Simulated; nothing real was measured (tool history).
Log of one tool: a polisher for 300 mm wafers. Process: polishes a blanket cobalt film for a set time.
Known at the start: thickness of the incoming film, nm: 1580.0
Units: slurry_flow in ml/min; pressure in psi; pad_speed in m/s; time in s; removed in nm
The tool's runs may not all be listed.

run,day,slurry_flow,pressure,pad_speed,time,removed
1,0.000,290,1.8,0.90,59,238.29
2,0.312,240,1.8,0.90,59,234.88
3,0.642,195,1.8,0.90,59,221.47
4,0.683,195,2.2,0.90,59,271.14
5,0.871,190,1.8,0.90,59,221.02
6,1.050,185,1.6,0.90,59,197.14

The next listed run, before its measurement:
7,1.104,185,1.4,0.90,59,?

Run 7 gave removed 174.88 nm.
